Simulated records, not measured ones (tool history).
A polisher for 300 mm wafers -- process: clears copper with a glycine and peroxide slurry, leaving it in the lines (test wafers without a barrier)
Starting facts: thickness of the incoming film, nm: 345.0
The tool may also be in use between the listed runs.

run    day  flow of slurry (ml/min)  pressure of the wafer on the pad (psi)  speed of the pad under the wafer (m/s)  overpolish time after the end point (s)  time until the end point was called (s)  dishing of a wide line in a test structure (nm)
  1      0                      270                                     2.5                                       1                                       11                                   61.972                                           42.505
  2    0.2                      270                                     2.8                                       1                                       11                                     53.8                                           47.597
  3  0.304                      270                                     2.9                                       1                                       12                                   53.672                                           51.781
  4  0.575                      270                                       3                                       1                                       12                                   52.305                                            53.23
  5  0.633                      270                                     3.1                                       1                                       12                                   50.584                                           53.627
  6  0.883                      270                                     3.1                                       1                                        8                                   50.375                                           37.738
  7  1.067                      270                                     3.1                                       1                                        9                                   51.348                                           42.043

Predict the results of run 8:
  8  1.233                      270                                     3.1                                       1                                       10                                        ?                                                ?

Run 8 produced time until the end point was called (s) 50.774, dishing of a wide line in a test structure (nm) 46.325.
